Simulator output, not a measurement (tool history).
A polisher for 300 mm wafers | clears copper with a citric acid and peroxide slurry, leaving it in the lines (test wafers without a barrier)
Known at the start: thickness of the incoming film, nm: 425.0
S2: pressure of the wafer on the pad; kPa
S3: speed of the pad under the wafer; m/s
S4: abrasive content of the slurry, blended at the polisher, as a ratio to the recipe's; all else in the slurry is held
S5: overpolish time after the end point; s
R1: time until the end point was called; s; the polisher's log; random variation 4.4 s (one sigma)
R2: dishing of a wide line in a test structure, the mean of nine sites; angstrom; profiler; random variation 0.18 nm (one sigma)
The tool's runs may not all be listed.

run 1 day=0.000 | flow_of_slurry_(ml/min)=250 S2=20.0 S3=1.26 S4=1.00 S5=28 | R1=165.70 R2=308.060
run 2 day=0.067 | flow_of_slurry_(ml/min)=245 S2=17.9 S3=1.28 S4=1.00 S5=24 | R1=182.12 R2=267.540
run 3 day=0.212 | flow_of_slurry_(ml/min)=225 S2=15.9 S3=1.32 S4=1.00 S5=21 | R1=192.77 R2=239.350
run 4 day=0.538 | flow_of_slurry_(ml/min)=290 S2=15.9 S3=1.32 S4=1.00 S5=21 | R1=196.26 R2=241.700
run 5 day=0.854 | flow_of_slurry_(ml/min)=290 S2=17.2 S3=1.32 S4=1.00 S5=21 | R1=184.20 R2=254.260
run 6 day=0.992 | flow_of_slurry_(ml/min)=290 S2=17.2 S3=1.32 S4=1.00 S5=14 | R1=171.70 R2=193.690
run 7 day=1.150 | flow_of_slurry_(ml/min)=290 S2=16.5 S3=1.28 S4=1.00 S5=13 | R1=188.03 R2=178.250
run 8 day=1.225 | flow_of_slurry_(ml/min)=305 S2=11.0 S3=1.30 S4=1.05 S5=8 | R1=241.91 R2=95.778
run 9 day=1.321 | flow_of_slurry_(ml/min)=305 S2=11.7 S3=1.28 S4=1.00 S5=9 | R1=242.08 R2=106.890
run 10 day=1.454 | flow_of_slurry_(ml/min)=305 S2=12.4 S3=1.28 S4=0.95 S5=9 | R1=235.40 R2=107.350
run 11 day=1.629 | flow_of_slurry_(ml/min)=305 S2=12.4 S3=1.26 S4=0.95 S5=10 | R1=234.25 R2=118.800
run 12 day=1.992 | flow_of_slurry_(ml/min)=305 S2=12.4 S3=1.24 S4=0.90 S5=10 | R1=241.04 R2=114.240
run 13 day=2.250 | flow_of_slurry_(ml/min)=315 S2=11.7 S3=1.24 S4=1.05 S5=20 | R1=245.08 R2=202.790
run 14 day=2.617 | flow_of_slurry_(ml/min)=295 S2=11.7 S3=1.28 S4=1.00 S5=20 | R1=233.62 R2=205.260
run 15 day=2.833 | flow_of_slurry_(ml/min)=285 S2=12.4 S3=1.26 S4=1.00 S5=19 | R1=237.19 R2=197.350
run 16 day=3.179 | flow_of_slurry_(ml/min)=285 S2=12.4 S3=1.26 S4=1.00 S5=18 | R1=240.81 R2=185.520
run 17 day=3.371 | flow_of_slurry_(ml/min)=285 S2=12.4 S3=1.28 S4=1.00 S5=17 | R1=225.78 R2=180.820

Run 18 comes next. What will it give?
run 18 day=3.717 | flow_of_slurry_(ml/min)=285 S2=12.4 S3=1.26 S4=1.00 S5=16 | R1=? R2=?

R1: 241.89 s
R2: 175.200 angstrom
